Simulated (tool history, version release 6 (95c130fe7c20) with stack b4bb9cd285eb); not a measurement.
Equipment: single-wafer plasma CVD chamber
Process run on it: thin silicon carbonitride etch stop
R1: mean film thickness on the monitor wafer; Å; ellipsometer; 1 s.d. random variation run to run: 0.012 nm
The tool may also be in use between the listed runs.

Run 1, hour 0: RF power (W) 260, deposition time (s) 10.9. Result: R1 65.625 Å.
Run 2, hour 1: RF power (W) 260, deposition time (s) 12.4. Result: R1 74.455 Å.
Run 3, hour 7.7: RF power (W) 275, deposition time (s) 12.4. Result: R1 75.814 Å.
Run 4, hour 14.8: RF power (W) 275, deposition time (s) 11.4. Result: R1 69.816 Å.
Run 5, hour 19.6: RF power (W) 275, deposition time (s) 11.9. Result: R1 73.054 Å.
Run 6, hour 24.7: RF power (W) 250, deposition time (s) 11.6. Result: R1 69.096 Å.

Run 7, settings as shown, results not yet in. Your forecast:
Run 7, hour 31.5: RF power (W) 235, deposition time (s) 11.3. Result: R1 ?.

R1: 65.98 Å
